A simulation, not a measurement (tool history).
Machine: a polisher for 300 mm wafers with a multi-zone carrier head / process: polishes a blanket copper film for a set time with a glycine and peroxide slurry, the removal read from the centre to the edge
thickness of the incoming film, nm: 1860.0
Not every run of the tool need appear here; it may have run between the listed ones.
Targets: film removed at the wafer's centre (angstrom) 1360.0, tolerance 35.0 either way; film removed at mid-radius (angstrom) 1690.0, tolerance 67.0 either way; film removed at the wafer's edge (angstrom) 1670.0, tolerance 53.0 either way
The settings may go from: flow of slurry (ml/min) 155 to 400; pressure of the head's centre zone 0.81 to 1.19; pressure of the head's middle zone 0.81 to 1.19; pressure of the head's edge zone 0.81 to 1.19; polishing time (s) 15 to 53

run,hour,flow of slurry (ml/min),pressure of the head's centre zone,pressure of the head's middle zone,pressure of the head's edge zone,polishing time (s),film removed at the wafer's centre (angstrom),film removed at mid-radius (angstrom),film removed at the wafer's edge (angstrom)
1,0.0,255,1.00,1.00,1.00,34,2094.1,2180.3,2085.1
2,3.8,240,0.94,0.99,0.99,32,1840.4,1991.6,1954.8
3,12.5,240,0.94,0.99,0.99,37,2117.3,2294.2,2256.4
4,13.5,225,0.90,1.00,0.98,34,1865.1,2122.0,2063.1
5,14.7,265,0.90,1.00,0.98,34,1904.8,2115.1,2139.9
6,17.8,225,0.90,1.00,0.98,34,1863.9,2132.4,2064.3
7,24.6,210,0.87,0.99,0.98,32,1668.3,1950.3,1951.9
8,31.4,180,0.81,0.99,0.88,27,1272.0,1603.0,1509.9
9,34.6,180,0.81,0.99,0.88,27,1279.9,1575.4,1529.1
10,37.4,200,0.81,1.00,0.91,27,1292.4,1639.1,1573.7
11,40.1,215,0.81,1.00,0.92,27,1328.5,1675.2,1560.7
12,47.1,210,0.81,0.99,0.95,27,1303.8,1630.0,1590.1
13,52.8,220,0.81,0.99,0.97,27,1312.4,1686.3,1636.9

Which single option among these 5 for the next run brings every result within its allowed miss of target? Just one does.
A,58.5,235,0.81,0.99,1.00,30,?,?,?
B,58.5,200,0.85,1.16,0.92,27,?,?,?
C,58.5,195,0.82,1.14,0.99,28,?,?,?
D,58.5,220,0.81,1.07,0.97,28,?,?,?
E,58.5,215,0.81,0.98,0.96,28,?,?,?

move,film removed at the wafer's centre (angstrom),film removed at mid-radius (angstrom),film removed at the wafer's edge (angstrom)
A,1487.9,1816.0,1839.8
B,1370.9,1827.2,1560.5
C,1364.5,1859.2,1670.7
D,1375.4,1794.1,1678.9
E,1369.4,1659.8,1668.5
A: takes the result that was furthest off past its target
B: brings the last run's worst result on target, with another outside its allowed miss
C: brings the last run's worst result on target, with another outside its allowed miss
D: brings the last run's worst result on target, with another outside its allowed miss
E: meets every target
E meets every target.
